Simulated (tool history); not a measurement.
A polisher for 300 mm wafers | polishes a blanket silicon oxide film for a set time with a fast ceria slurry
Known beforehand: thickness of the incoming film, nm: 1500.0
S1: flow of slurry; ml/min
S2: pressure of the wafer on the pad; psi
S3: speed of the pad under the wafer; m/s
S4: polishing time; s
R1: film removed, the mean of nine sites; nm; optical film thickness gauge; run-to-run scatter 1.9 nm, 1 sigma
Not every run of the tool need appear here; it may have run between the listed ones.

run,hour,S1,S2,S3,S4,R1
1,0,270,2.6,1.04,20,259.81
2,2,205,2.6,1.04,20,237.77
3,9.8,205,2.6,1.04,20,247.76
4,17.1,205,2.4,1.04,20,223.4
5,24.9,200,2.2,1.04,20,209.82
6,32.9,200,2.7,1.04,20,256.49

Estimate the outcome of run 7 from the log above:
7,37,200,2,1.02,20,?

{"run 7": {"R1": 182.23}}

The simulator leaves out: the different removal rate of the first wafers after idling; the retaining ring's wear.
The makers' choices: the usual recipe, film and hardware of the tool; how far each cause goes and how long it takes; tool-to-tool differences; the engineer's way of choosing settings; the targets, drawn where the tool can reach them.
